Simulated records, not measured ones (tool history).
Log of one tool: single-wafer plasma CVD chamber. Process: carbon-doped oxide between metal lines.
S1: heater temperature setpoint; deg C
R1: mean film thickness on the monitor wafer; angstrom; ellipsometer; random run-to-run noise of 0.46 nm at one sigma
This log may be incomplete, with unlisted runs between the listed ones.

Run 1, hour 0: S1 370 deg C, chamber pressure (Pa) 579, RF power (W) 515, deposition time (s) 21. Result: R1 940.35 angstrom.
Run 2, hour 6.7: S1 370 deg C, chamber pressure (Pa) 649, RF power (W) 515, deposition time (s) 21. Result: R1 962.19 angstrom.
Run 3, hour 7.7: S1 370 deg C, chamber pressure (Pa) 588, RF power (W) 515, deposition time (s) 21. Result: R1 941.29 angstrom.
Run 4, hour 15.1: S1 360 deg C, chamber pressure (Pa) 588, RF power (W) 515, deposition time (s) 21. Result: R1 962.78 angstrom.
Run 5, hour 19.1: S1 364 deg C, chamber pressure (Pa) 588, RF power (W) 515, deposition time (s) 21. Result: R1 958.02 angstrom.
Run 6, hour 21.3: S1 371 deg C, chamber pressure (Pa) 588, RF power (W) 515, deposition time (s) 21. Result: R1 945.55 angstrom.
Run 7, hour 25.2: S1 370 deg C, chamber pressure (Pa) 641, RF power (W) 530, deposition time (s) 21. Result: R1 983.15 angstrom.

Forecast run 8:
Run 8, hour 27.2: S1 368 deg C, chamber pressure (Pa) 681, RF power (W) 535, deposition time (s) 21. Result: R1 ?.

R1: 1005.8 angstrom

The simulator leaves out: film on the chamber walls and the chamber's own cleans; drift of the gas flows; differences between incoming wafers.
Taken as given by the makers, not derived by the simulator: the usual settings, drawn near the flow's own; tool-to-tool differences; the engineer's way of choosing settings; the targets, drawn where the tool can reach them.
